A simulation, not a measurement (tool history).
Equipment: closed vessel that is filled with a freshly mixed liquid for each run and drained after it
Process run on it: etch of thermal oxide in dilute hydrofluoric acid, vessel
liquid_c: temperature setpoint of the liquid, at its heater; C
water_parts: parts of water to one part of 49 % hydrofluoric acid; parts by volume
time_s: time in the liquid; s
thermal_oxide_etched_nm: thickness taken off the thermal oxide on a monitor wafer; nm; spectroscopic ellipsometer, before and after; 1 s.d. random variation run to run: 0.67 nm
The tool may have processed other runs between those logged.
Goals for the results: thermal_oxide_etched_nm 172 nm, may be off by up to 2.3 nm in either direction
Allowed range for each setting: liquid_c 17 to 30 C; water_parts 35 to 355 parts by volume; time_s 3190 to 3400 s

{"run": 1, "hour": 0.0, "liquid_c": 22, "water_parts": 195, "time_s": 3190, "thermal_oxide_etched_nm": 62.099}
{"run": 2, "hour": 7.9, "liquid_c": 22, "water_parts": 255, "time_s": 3190, "thermal_oxide_etched_nm": 45.643}
{"run": 3, "hour": 15.2, "liquid_c": 22, "water_parts": 255, "time_s": 3190, "thermal_oxide_etched_nm": 45.185}
{"run": 4, "hour": 23.6, "liquid_c": 19.5, "water_parts": 255, "time_s": 3190, "thermal_oxide_etched_nm": 40.983}
{"run": 5, "hour": 25.2, "liquid_c": 19.5, "water_parts": 255, "time_s": 3190, "thermal_oxide_etched_nm": 41.131}
{"run": 6, "hour": 34.5, "liquid_c": 19.5, "water_parts": 255, "time_s": 3190, "thermal_oxide_etched_nm": 41.176}
{"run": 7, "hour": 38.9, "liquid_c": 21.5, "water_parts": 220, "time_s": 3190, "thermal_oxide_etched_nm": 53.174}
{"hour": 47.7, "done": "thermometer replaced"}
{"run": 8, "hour": 47.7, "liquid_c": 23, "water_parts": 190, "time_s": 3190, "thermal_oxide_etched_nm": 71.331}
{"run": 9, "hour": 50.2, "liquid_c": 24, "water_parts": 175, "time_s": 3190, "thermal_oxide_etched_nm": 81.197}
{"run": 10, "hour": 56.4, "liquid_c": 25, "water_parts": 160, "time_s": 3190, "thermal_oxide_etched_nm": 94.154}
{"run": 11, "hour": 63.1, "liquid_c": 26, "water_parts": 150, "time_s": 3190, "thermal_oxide_etched_nm": 105.47}

Exactly one of the 5 candidate moves below puts every result within its allowed miss. Which one?
{"run": "A", "hour": 69.8, "liquid_c": 28.5, "water_parts": 110, "time_s": 3400, "thermal_oxide_etched_nm": "?"}
{"run": "B", "hour": 69.8, "liquid_c": 29.5, "water_parts": 120, "time_s": 3400, "thermal_oxide_etched_nm": "?"}
{"run": "C", "hour": 69.8, "liquid_c": 25.5, "water_parts": 100, "time_s": 3300, "thermal_oxide_etched_nm": "?"}
{"run": "D", "hour": 69.8, "liquid_c": 24.5, "water_parts": 100, "time_s": 3375, "thermal_oxide_etched_nm": "?"}
{"run": "E", "hour": 69.8, "liquid_c": 25.5, "water_parts": 105, "time_s": 3400, "thermal_oxide_etched_nm": "?"}

move=A thermal_oxide_etched_nm=177.65
move=B thermal_oxide_etched_nm=166.78
move=C thermal_oxide_etched_nm=171.26
move=D thermal_oxide_etched_nm=168.41
move=E thermal_oxide_etched_nm=166.99
A: carries the result that was furthest off beyond its target, to the other side
B: better than the last run, though not everything is in spec
C: every result lands within tolerance
D: better than the last run, though not everything is in spec
E: better than the last run, though not everything is in spec
Go with C: it meets all targets.
